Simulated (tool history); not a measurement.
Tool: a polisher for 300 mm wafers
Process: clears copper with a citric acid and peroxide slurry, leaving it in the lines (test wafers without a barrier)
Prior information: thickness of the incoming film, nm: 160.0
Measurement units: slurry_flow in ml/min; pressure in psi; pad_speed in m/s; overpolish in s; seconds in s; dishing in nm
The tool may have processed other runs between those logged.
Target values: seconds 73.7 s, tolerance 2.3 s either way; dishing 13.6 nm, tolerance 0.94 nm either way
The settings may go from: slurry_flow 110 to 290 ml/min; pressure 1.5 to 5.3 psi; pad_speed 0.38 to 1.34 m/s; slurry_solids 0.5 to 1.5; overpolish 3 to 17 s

| run | hour | slurry_flow | pressure | pad_speed | slurry_solids | overpolish | seconds | dishing |
|---|---|---|---|---|---|---|---|---|
| 1 | 0 | 185 | 3.4 | 0.86 | 1 | 9 | 84.888 | 13.232 |
| 2 | 8.1 | 185 | 3.4 | 0.86 | 0.8 | 9 | 88.562 | 13.038 |
| 3 | 11.7 | 195 | 3.6 | 0.86 | 0.8 | 9 | 82.881 | 13.237 |
| 4 | 19.6 | 195 | 3.6 | 0.86 | 0.8 | 10 | 83.792 | 14.679 |
| 5 | 25.8 | 200 | 3.7 | 0.86 | 0.8 | 9 | 80.998 | 13.804 |
| 6 | 34.5 | 200 | 3.7 | 0.72 | 0.8 | 9 | 95.416 | 11.628 |
| 7 | 41.6 | 205 | 4 | 0.72 | 0.8 | 9 | 88.721 | 12.543 |
| 8 | 48.5 | 210 | 4.2 | 0.72 | 0.8 | 9 | 85.545 | 13.216 |

Consider the 5 candidate settings below. Which is the only one whose results all fall within their allowed miss of target?
| A | 55.4 | 225 | 4.9 | 0.62 | 1.05 | 9 | ? | ? |
| B | 55.4 | 170 | 3.9 | 0.68 | 1.15 | 9 | ? | ? |
| C | 55.4 | 195 | 4.7 | 0.78 | 0.75 | 8 | ? | ? |
| D | 55.4 | 225 | 3.7 | 0.62 | 0.9 | 11 | ? | ? |
| E | 55.4 | 190 | 3.9 | 0.68 | 0.8 | 11 | ? | ? |

| move | seconds | dishing |
|---|---|---|
| A | 81.569 | 13.751 |
| B | 93.176 | 12.061 |
| C | 74.734 | 13.347 |
| D | 107.42 | 12.758 |
| E | 98.96 | 13.816 |
A: closer than the last run, but not yet in spec
B: its largest miss is bigger than the last run's
C: every result lands within tolerance
D: its largest miss is bigger than the last run's
E: its largest miss is bigger than the last run's
C is the move that brings every result within its allowed miss.
